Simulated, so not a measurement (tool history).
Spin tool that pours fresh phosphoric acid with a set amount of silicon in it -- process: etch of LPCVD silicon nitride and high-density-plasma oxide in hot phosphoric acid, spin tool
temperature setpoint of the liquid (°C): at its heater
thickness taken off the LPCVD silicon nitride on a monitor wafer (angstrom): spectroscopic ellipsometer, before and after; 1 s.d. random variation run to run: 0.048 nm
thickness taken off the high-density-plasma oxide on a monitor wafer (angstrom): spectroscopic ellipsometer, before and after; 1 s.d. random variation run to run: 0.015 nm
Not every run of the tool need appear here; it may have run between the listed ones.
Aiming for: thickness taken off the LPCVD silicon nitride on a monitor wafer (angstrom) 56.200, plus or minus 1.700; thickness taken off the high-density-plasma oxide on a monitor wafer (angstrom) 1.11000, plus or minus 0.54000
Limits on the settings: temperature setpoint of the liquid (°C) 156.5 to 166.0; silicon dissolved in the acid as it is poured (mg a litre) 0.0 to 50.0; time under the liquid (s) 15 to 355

run,day,temperature setpoint of the liquid (°C),silicon dissolved in the acid as it is poured (mg a litre),time under the liquid (s),thickness taken off the LPCVD silicon nitride on a monitor wafer (angstrom),thickness taken off the high-density-plasma oxide on a monitor wafer (angstrom)
1,0.000,161.0,22.5,180,164.820,2.81720
2,0.338,161.0,22.5,155,144.470,2.32310
3,0.508,161.0,17.5,155,142.530,3.54100
4,0.829,161.0,17.5,225,206.580,4.29050
5,0.942,160.5,17.0,195,175.440,3.53780
6,1.092,160.0,15.5,170,150.340,3.92020
7,1.288,159.5,16.5,150,133.090,2.22280
8,1.633,159.0,14.5,130,114.780,2.61820
9,1.833,158.5,14.5,115,97.951,1.59590
# day 2.079: thermometer replaced
10,2.079,158.0,0.0,25,19.245,0.51425
11,2.350,159.0,4.0,25,20.092,0.43596
12,2.471,159.0,6.5,25,20.034,0.42358
13,2.550,159.0,9.5,30,24.223,0.52278
14,2.617,159.0,12.0,30,24.007,0.47520
15,2.854,159.0,15.5,30,24.235,0.47813

Consider the 4 candidate settings below. Which is the only one whose results all fall within their allowed miss of target?
A,3.092,157.0,13.0,80,?,?
B,3.092,158.5,11.0,70,?,?
C,3.092,159.0,8.5,65,?,?
D,3.092,159.0,9.0,65,?,?

move,thickness taken off the LPCVD silicon nitride on a monitor wafer (angstrom),thickness taken off the high-density-plasma oxide on a monitor wafer (angstrom)
A,60.169,1.02240
B,55.397,1.04860
C,52.316,1.06810
D,52.316,1.05660
A: takes the result that was furthest off past its target
B: all results in spec
C: an improvement on the last run, though not all results are within tolerance
D: an improvement on the last run, though not all results are within tolerance
Go with B: it meets all targets.

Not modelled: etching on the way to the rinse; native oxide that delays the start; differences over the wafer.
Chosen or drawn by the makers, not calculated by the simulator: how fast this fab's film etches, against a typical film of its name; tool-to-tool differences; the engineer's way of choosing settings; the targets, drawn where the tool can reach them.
